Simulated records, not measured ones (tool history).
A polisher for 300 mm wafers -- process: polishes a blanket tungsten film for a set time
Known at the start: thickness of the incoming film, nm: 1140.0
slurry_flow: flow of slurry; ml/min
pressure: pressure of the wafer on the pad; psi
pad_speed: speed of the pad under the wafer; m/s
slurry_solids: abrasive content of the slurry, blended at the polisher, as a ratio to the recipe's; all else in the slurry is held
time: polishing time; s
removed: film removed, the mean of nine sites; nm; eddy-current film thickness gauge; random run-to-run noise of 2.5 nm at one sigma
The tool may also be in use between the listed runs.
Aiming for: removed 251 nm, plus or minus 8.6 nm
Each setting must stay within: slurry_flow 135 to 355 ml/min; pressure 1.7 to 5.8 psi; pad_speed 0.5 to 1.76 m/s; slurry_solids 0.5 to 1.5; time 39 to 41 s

Run 1, day 0: slurry_flow 225 ml/min, pressure 3.7 psi, pad_speed 1.12 m/s, slurry_solids 1, time 39 s. Result: removed 203.39 nm.
Run 2, day 0.054: slurry_flow 225 ml/min, pressure 3.8 psi, pad_speed 1.12 m/s, slurry_solids 1, time 39 s. Result: removed 207.9 nm.
Run 3, day 0.15: slurry_flow 225 ml/min, pressure 3.9 psi, pad_speed 1.12 m/s, slurry_solids 1, time 39 s. Result: removed 211.25 nm.
Run 4, day 0.392: slurry_flow 180 ml/min, pressure 3.9 psi, pad_speed 1.12 m/s, slurry_solids 1, time 39 s. Result: removed 205.7 nm.
Run 5, day 0.425: slurry_flow 180 ml/min, pressure 3.1 psi, pad_speed 1.12 m/s, slurry_solids 1, time 39 s. Result: removed 164.02 nm.
Run 6, day 0.696: slurry_flow 185 ml/min, pressure 3.3 psi, pad_speed 1.12 m/s, slurry_solids 1, time 39 s. Result: removed 175.9 nm.
Run 7, day 0.775: slurry_flow 215 ml/min, pressure 4.3 psi, pad_speed 1.14 m/s, slurry_solids 1, time 39 s. Result: removed 231.48 nm.
Run 8, day 1.008: slurry_flow 220 ml/min, pressure 4.3 psi, pad_speed 1.14 m/s, slurry_solids 1, time 39 s. Result: removed 231.57 nm.
Run 9, day 1.212: slurry_flow 225 ml/min, pressure 4.3 psi, pad_speed 1.14 m/s, slurry_solids 1, time 39 s. Result: removed 233.1 nm.
Run 10, day 1.488: slurry_flow 230 ml/min, pressure 4.3 psi, pad_speed 1.14 m/s, slurry_solids 1, time 39 s. Result: removed 240.16 nm.
Run 11, day 1.675: slurry_flow 235 ml/min, pressure 4.3 psi, pad_speed 1.14 m/s, slurry_solids 1, time 39 s. Result: removed 238.53 nm.
Run 12, day 1.958: slurry_flow 240 ml/min, pressure 4.3 psi, pad_speed 1.14 m/s, slurry_solids 1, time 39 s. Result: removed 236.73 nm.

4 candidate next runs follow, results not yet known. Just one meets every target within its allowed miss. Identify it.
Run A, day 2.242: slurry_flow 255 ml/min, pressure 3.8 psi, pad_speed 1.18 m/s, slurry_solids 0.95, time 39 s. Result: removed ?.
Run B, day 2.242: slurry_flow 260 ml/min, pressure 3.9 psi, pad_speed 1.36 m/s, slurry_solids 1.4, time 39 s. Result: removed ?.
Run C, day 2.242: slurry_flow 245 ml/min, pressure 3.8 psi, pad_speed 1.28 m/s, slurry_solids 1.15, time 41 s. Result: removed ?.
Run D, day 2.242: slurry_flow 240 ml/min, pressure 3.9 psi, pad_speed 1.14 m/s, slurry_solids 1.05, time 39 s. Result: removed ?.

move  removed
   A   213.22
   B   275.21
   C   252.12
   D   218.02
A: further off than the last run
B: takes the result that was furthest off past its target
C: each result inside its tolerance
D: further off than the last run
So the answer is move C, the one that meets all the targets.
